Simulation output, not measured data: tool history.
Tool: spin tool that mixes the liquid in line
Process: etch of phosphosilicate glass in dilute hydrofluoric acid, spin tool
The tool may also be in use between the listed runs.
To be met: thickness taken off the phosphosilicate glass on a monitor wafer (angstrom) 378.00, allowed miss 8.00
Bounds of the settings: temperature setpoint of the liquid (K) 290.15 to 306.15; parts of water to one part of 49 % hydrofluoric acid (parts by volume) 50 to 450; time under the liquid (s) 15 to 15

run  hour  temperature setpoint of the liquid (K)  parts of water to one part of 49 % hydrofluoric acid (parts by volume)  time under the liquid (s)  thickness taken off the phosphosilicate glass on a monitor wafer (angstrom)
  1   0.0                                  298.15                                                                     250                         15                                                                       113.73
  2   3.8                                  295.15                                                                     250                         15                                                                       102.25
  3   7.2                                  297.65                                                                     250                         15                                                                       112.02
  4  10.9                                  300.65                                                                     185                         15                                                                       181.78
  5  15.7                                  300.65                                                                     115                         15                                                                       318.01
  6  22.4                                  300.65                                                                      75                         15                                                                       516.68
  7  23.9                                  300.65                                                                      85                         15                                                                       447.28
  8  29.1                                  300.15                                                                      90                         15                                                                       411.94
  9  31.9                                  298.65                                                                      90                         15                                                                       391.30

Which of these 5 next moves meets every target?
  A  34.7                                  299.15                                                                     100                         15                                                                            ?
  B  34.7                                  299.15                                                                      90                         15                                                                            ?
  C  34.7                                  300.15                                                                     100                         15                                                                            ?
  D  34.7                                  299.65                                                                      95                         15                                                                            ?
  E  34.7                                  303.65                                                                     105                         15                                                                            ?

move  thickness taken off the phosphosilicate glass on a monitor wafer (angstrom)
   A                                                                       353.70
   B                                                                       398.34
   C                                                                       367.44
   D                                                                       382.08
   E                                                                       395.86
A: takes the result that was furthest off past its target
B: further off than the last run
C: takes the result that was furthest off past its target
D: meets every target
E: further off than the last run
The right move is D.
